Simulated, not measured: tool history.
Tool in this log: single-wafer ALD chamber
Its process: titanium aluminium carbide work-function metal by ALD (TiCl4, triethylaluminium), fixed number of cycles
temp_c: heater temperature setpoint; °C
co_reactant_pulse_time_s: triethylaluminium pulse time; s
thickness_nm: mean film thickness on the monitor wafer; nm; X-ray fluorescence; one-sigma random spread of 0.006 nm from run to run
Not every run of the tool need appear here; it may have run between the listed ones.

run 1 hour=0.0 | temp_c=280 co_reactant_pulse_time_s=13.22 | thickness_nm=1.9317
run 2 hour=3.4 | temp_c=282 co_reactant_pulse_time_s=13.37 | thickness_nm=1.9487
run 3 hour=12.0 | temp_c=290 co_reactant_pulse_time_s=13.37 | thickness_nm=2.0272
run 4 hour=19.7 | temp_c=283 co_reactant_pulse_time_s=13.37 | thickness_nm=1.9654
run 5 hour=25.1 | temp_c=283 co_reactant_pulse_time_s=16.09 | thickness_nm=1.9721
run 6 hour=32.8 | temp_c=283 co_reactant_pulse_time_s=19.51 | thickness_nm=1.9739
run 7 hour=38.6 | temp_c=284 co_reactant_pulse_time_s=19.54 | thickness_nm=1.9812

Predict the results of run 8:
run 8 hour=42.5 | temp_c=285 co_reactant_pulse_time_s=19.56 | thickness_nm=?

{"run 8": {"thickness_nm": 1.9907}}
